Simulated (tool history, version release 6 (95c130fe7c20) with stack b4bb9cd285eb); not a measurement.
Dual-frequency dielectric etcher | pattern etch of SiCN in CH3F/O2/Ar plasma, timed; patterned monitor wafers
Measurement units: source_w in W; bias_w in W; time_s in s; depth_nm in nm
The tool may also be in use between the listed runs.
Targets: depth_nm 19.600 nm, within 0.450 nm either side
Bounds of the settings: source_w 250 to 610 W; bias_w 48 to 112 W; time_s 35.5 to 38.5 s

run 1 hour=0.0 | source_w=430 bias_w=80 time_s=38.5 | depth_nm=17.284
run 2 hour=6.9 | source_w=430 bias_w=70 time_s=38.5 | depth_nm=16.590
run 3 hour=13.0 | source_w=480 bias_w=73 time_s=38.5 | depth_nm=17.699
run 4 hour=16.7 | source_w=510 bias_w=74 time_s=38.5 | depth_nm=18.085
run 5 hour=22.9 | source_w=540 bias_w=75 time_s=38.5 | depth_nm=18.910
run 6 hour=26.0 | source_w=540 bias_w=75 time_s=35.5 | depth_nm=17.506
run 7 hour=33.7 | source_w=560 bias_w=79 time_s=36.0 | depth_nm=18.155
run 8 hour=35.9 | source_w=570 bias_w=82 time_s=36.5 | depth_nm=18.779
run 9 hour=40.6 | source_w=580 bias_w=83 time_s=36.5 | depth_nm=18.921

Which of these 5 next moves meets every target?
run A hour=45.3 | source_w=600 bias_w=87 time_s=36.5 | depth_nm=?
run B hour=45.3 | source_w=550 bias_w=81 time_s=37.0 | depth_nm=?
run C hour=45.3 | source_w=610 bias_w=60 time_s=38.5 | depth_nm=?
run D hour=45.3 | source_w=470 bias_w=89 time_s=38.0 | depth_nm=?
run E hour=45.3 | source_w=560 bias_w=82 time_s=36.5 | depth_nm=?

move=A depth_nm=19.627
move=B depth_nm=18.633
move=C depth_nm=18.319
move=D depth_nm=18.407
move=E depth_nm=18.616
A: all results in spec
B: further off than the last run
C: further off than the last run
D: further off than the last run
E: further off than the last run
So the answer is move A, the one that meets all the targets.
